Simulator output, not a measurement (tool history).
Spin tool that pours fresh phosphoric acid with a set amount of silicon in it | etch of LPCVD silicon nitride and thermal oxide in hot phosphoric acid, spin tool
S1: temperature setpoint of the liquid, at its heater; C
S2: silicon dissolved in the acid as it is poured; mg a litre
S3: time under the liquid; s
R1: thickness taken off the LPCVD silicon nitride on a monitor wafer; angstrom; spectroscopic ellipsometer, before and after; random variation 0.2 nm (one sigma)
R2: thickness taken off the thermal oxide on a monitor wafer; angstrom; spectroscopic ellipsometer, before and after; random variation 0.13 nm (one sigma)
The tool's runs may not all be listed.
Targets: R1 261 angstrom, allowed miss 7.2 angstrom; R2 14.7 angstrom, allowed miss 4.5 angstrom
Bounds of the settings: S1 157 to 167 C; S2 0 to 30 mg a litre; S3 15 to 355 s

Run 1, hour 0: S1 162 C, S2 13 mg a litre, S3 180 s. Result: R1 135.06 angstrom, R2 5.9367 angstrom.
Run 2, hour 6: S1 162.5 C, S2 12.5 mg a litre, S3 190 s. Result: R1 148.1 angstrom, R2 6.0081 angstrom.
Run 3, hour 10.3: S1 163 C, S2 11 mg a litre, S3 200 s. Result: R1 155.68 angstrom, R2 5.5804 angstrom.
Run 4, hour 14.5: S1 163 C, S2 11 mg a litre, S3 170 s. Result: R1 132.45 angstrom, R2 4.9763 angstrom.
Run 5, hour 21.6: S1 163 C, S2 11 mg a litre, S3 200 s. Result: R1 156.62 angstrom, R2 5.6901 angstrom.
Run 6, hour 22.6: S1 163 C, S2 6.5 mg a litre, S3 200 s. Result: R1 155.56 angstrom, R2 7.8772 angstrom.
Run 7, hour 25.4: S1 163 C, S2 6 mg a litre, S3 210 s. Result: R1 164.74 angstrom, R2 8.4242 angstrom.
At hour 26.9: thermometer replaced.
Run 8, hour 26.9: S1 165.5 C, S2 6.5 mg a litre, S3 285 s. Result: R1 230.36 angstrom, R2 12.155 angstrom.
Run 9, hour 34.1: S1 165.5 C, S2 6.5 mg a litre, S3 290 s. Result: R1 236.52 angstrom, R2 12.838 angstrom.
Run 10, hour 39.6: S1 165.5 C, S2 6.5 mg a litre, S3 295 s. Result: R1 240.69 angstrom, R2 12.524 angstrom.

Which of these 5 next moves meets every target?
Run A, hour 45.1: S1 167 C, S2 0 mg a litre, S3 260 s. Result: R1 ?, R2 ?.
Run B, hour 45.1: S1 165 C, S2 10 mg a litre, S3 290 s. Result: R1 ?, R2 ?.
Run C, hour 45.1: S1 165 C, S2 0.5 mg a litre, S3 325 s. Result: R1 ?, R2 ?.
Run D, hour 45.1: S1 167 C, S2 12.5 mg a litre, S3 270 s. Result: R1 ?, R2 ?.
Run E, hour 45.1: S1 165.5 C, S2 16 mg a litre, S3 260 s. Result: R1 ?, R2 ?.

move      R1      R2
   A  221.56   13.16
   B  231.49  10.397
   C  259.43  14.112
   D  230.08   10.56
   E  210.97   8.376
A: further off than the last run
B: further off than the last run
C: meets every target
D: further off than the last run
E: further off than the last run
The right move is C.

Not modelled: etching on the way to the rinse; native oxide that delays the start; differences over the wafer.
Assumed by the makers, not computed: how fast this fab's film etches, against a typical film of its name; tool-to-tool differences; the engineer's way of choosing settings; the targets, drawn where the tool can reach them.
